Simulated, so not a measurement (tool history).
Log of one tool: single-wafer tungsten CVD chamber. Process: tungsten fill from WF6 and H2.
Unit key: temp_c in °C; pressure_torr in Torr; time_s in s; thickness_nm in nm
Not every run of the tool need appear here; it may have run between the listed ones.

Run 1, hour 0: temp_c 395 °C, pressure_torr 36.9 Torr, time_s 34 s. Result: thickness_nm 96.109 nm.
Run 2, hour 7.4: temp_c 389 °C, pressure_torr 36.6 Torr, time_s 34 s. Result: thickness_nm 87.1 nm.
Run 3, hour 13.4: temp_c 395 °C, pressure_torr 36.6 Torr, time_s 34 s. Result: thickness_nm 96.258 nm.
Run 4, hour 16.3: temp_c 395 °C, pressure_torr 36.6 Torr, time_s 35.1 s. Result: thickness_nm 98.916 nm.
Run 5, hour 22.6: temp_c 389 °C, pressure_torr 36.6 Torr, time_s 35.1 s. Result: thickness_nm 90.431 nm.
Run 6, hour 24.2: temp_c 389 °C, pressure_torr 36.6 Torr, time_s 35.1 s. Result: thickness_nm 90.486 nm.
Run 7, hour 26.3: temp_c 384 °C, pressure_torr 35.4 Torr, time_s 35 s. Result: thickness_nm 81.98 nm.
Run 8, hour 30.5: temp_c 380 °C, pressure_torr 34.6 Torr, time_s 34.9 s. Result: thickness_nm 74.646 nm.

For run 9, what comes out?
Run 9, hour 35.3: temp_c 380 °C, pressure_torr 34.6 Torr, time_s 34.9 s. Result: thickness_nm ?.

{"run 9": {"thickness_nm": 74.601}}
